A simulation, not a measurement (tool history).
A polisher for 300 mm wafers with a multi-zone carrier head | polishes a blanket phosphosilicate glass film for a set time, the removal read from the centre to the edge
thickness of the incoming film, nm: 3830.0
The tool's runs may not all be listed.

run,hour,flow of slurry (ml/min),pressure of the head's centre zone,pressure of the head's middle zone,pressure of the head's edge zone,abrasive content of the slurry,polishing time (s),film removed at the wafer's centre (angstrom),film removed at mid-radius (angstrom),film removed at the wafer's edge (angstrom)
1,0,200,1,1,1,1,55,3612.6,3822.4,4022.5
2,3.3,170,1,1,1,1,55,3542.1,3768.1,3861.6
3,4.9,190,1.04,1.01,1.04,1.05,55,3859.9,3889.4,4007.7
4,12,210,1.04,0.99,1.06,1.15,55,4002.9,4022,4311.3
5,16.8,210,1.04,0.99,1.13,1.15,55,4063,4004.6,4410.1
6,23.9,220,1.05,0.99,1.14,1.2,55,4119.9,4142.3,4555.5
7,30.6,225,1.07,0.98,1.15,1.25,55,4311.8,4170.3,4546
8,32.8,230,1.07,0.96,1.16,1.3,55,4389.9,4194,4582
9,41.4,225,1.06,0.94,1.17,1.35,56,4428.4,4274.8,4968.8
10,45.6,230,1.07,0.94,1.17,1.35,56,4528.5,4175.7,4927.5
11,49.8,235,1.08,0.94,1.17,1.35,56,4486.8,4166.6,4912.1
# hour 55.1: centre zone pressure recalibrated
12,55.1,250,1.15,0.98,1.18,1.4,56,5303.8,4338.8,4957.9
13,63.8,245,1.14,0.98,1.18,1.4,56,5215.3,4400.7,5046.9
14,66.9,245,1.13,0.98,1.18,1.4,56,5123.3,4487.7,4938

The next listed run, before its measurement:
15,73.7,205,1.05,0.9,1.19,1.5,57,?,?,?

{"run 15": {"film removed at the wafer's centre (angstrom)": 4933.8, "film removed at mid-radius (angstrom)": 4174.3, "film removed at the wafer's edge (angstrom)": 5207.8}}
